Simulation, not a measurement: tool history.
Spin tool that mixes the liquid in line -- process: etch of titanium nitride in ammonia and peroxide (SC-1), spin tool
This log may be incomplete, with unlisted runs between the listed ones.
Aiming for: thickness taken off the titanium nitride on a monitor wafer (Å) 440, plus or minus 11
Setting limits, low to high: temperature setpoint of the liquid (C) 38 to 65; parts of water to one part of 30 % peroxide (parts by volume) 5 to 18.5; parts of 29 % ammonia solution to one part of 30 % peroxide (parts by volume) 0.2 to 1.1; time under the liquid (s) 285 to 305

run	hour	temperature setpoint of the liquid (C)	parts of water to one part of 30 % peroxide (parts by volume)	parts of 29 % ammonia solution to one part of 30 % peroxide (parts by volume)	time under the liquid (s)	thickness taken off the titanium nitride on a monitor wafer (Å)
1	0	49	10.5	0.6	285	240.98
2	4.2	49	7.5	0.6	285	283.58
3	10.7	50.5	7.5	0.6	285	316.83
4	16.8	44	7.5	0.6	285	201.19
5	24.8	48.5	7.5	0.6	285	271.91
6	32.1	50	7.5	0.6	285	301.11
7	37.4	51	7.5	0.6	285	324.13
8	38.8	52	7.5	0.6	285	350.14
9	43.5	52.5	7.5	0.6	285	362.89
10	45.6	52.5	7.5	0.6	285	355.94
11	50.4	56	7.5	0.6	285	452.7

5 candidate next runs follow, results not yet known. Just one meets every target within its allowed miss. Identify it.
A	55.2	52.5	5	0.7	305	?
B	55.2	56	10	0.8	285	?
C	55.2	55.5	8.5	0.55	305	?
D	55.2	56	7	0.55	295	?
E	55.2	56.5	9	0.6	305	?

move	thickness taken off the titanium nitride on a monitor wafer (Å)
A	480
B	415.99
C	439.76
D	484.69
E	463.51
A: misses by more than the last run did
B: moves the result that the last run missed by most past its target, out the other side
C: meets every target
D: misses by more than the last run did
E: misses by more than the last run did
The right move is C.
